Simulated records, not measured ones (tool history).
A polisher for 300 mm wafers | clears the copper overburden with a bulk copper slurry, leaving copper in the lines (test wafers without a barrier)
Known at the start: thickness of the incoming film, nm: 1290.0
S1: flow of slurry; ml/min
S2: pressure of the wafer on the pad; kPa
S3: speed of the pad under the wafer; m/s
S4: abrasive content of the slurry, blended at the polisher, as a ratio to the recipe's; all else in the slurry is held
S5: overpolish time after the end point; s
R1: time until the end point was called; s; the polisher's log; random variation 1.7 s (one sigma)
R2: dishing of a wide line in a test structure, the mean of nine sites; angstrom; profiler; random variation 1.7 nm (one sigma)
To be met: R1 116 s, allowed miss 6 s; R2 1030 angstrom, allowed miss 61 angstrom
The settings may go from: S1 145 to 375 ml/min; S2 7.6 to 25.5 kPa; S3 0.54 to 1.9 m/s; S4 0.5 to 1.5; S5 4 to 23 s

{"run": 1, "hour": 0.0, "S1": 240, "S2": 16.5, "S3": 1.22, "S4": 1, "S5": 12, "R1": 144.49, "R2": 669.09}
{"run": 2, "hour": 2.9, "S1": 240, "S2": 16.5, "S3": 0.98, "S4": 1, "S5": 12, "R1": 174.27, "R2": 587.98}
{"run": 3, "hour": 8.4, "S1": 240, "S2": 16.5, "S3": 1.28, "S4": 1, "S5": 12, "R1": 140.17, "R2": 709.37}
{"run": 4, "hour": 10.1, "S1": 190, "S2": 16.5, "S3": 1.28, "S4": 1, "S5": 12, "R1": 141.37, "R2": 677.73}
{"run": 5, "hour": 18.2, "S1": 190, "S2": 13.8, "S3": 1.28, "S4": 1, "S5": 12, "R1": 159.59, "R2": 598.88}
{"run": 6, "hour": 19.0, "S1": 190, "S2": 13.8, "S3": 1.28, "S4": 1, "S5": 16, "R1": 163.31, "R2": 772.09}
{"run": 7, "hour": 22.0, "S1": 190, "S2": 17.9, "S3": 1.32, "S4": 1, "S5": 16, "R1": 135.4, "R2": 882.12}
{"run": 8, "hour": 29.9, "S1": 195, "S2": 18.6, "S3": 1.32, "S4": 1, "S5": 16, "R1": 129.7, "R2": 908.15}
{"run": 9, "hour": 36.3, "S1": 200, "S2": 19.3, "S3": 1.32, "S4": 1, "S5": 16, "R1": 122.66, "R2": 885.67}
{"run": 10, "hour": 37.7, "S1": 200, "S2": 19.3, "S3": 1.32, "S4": 1, "S5": 17, "R1": 120.47, "R2": 965.88}

Which of these 4 next moves meets every target?
{"run": "A", "hour": 39.1, "S1": 255, "S2": 20.7, "S3": 1.28, "S4": 1.05, "S5": 17, "R1": "?", "R2": "?"}
{"run": "B", "hour": 39.1, "S1": 195, "S2": 20.7, "S3": 1.3, "S4": 1.05, "S5": 14, "R1": "?", "R2": "?"}
{"run": "C", "hour": 39.1, "S1": 190, "S2": 20.7, "S3": 1.38, "S4": 0.9, "S5": 15, "R1": "?", "R2": "?"}
{"run": "D", "hour": 39.1, "S1": 170, "S2": 15.2, "S3": 1.68, "S4": 1.2, "S5": 16, "R1": "?", "R2": "?"}

move=A R1=118.77 R2=994.88
move=B R1=120.31 R2=873.46
move=C R1=120.43 R2=912.93
move=D R1=118.33 R2=922.14
A: meets every target
B: further off than the last run
C: further off than the last run
D: further off than the last run
Move A is the one to make.
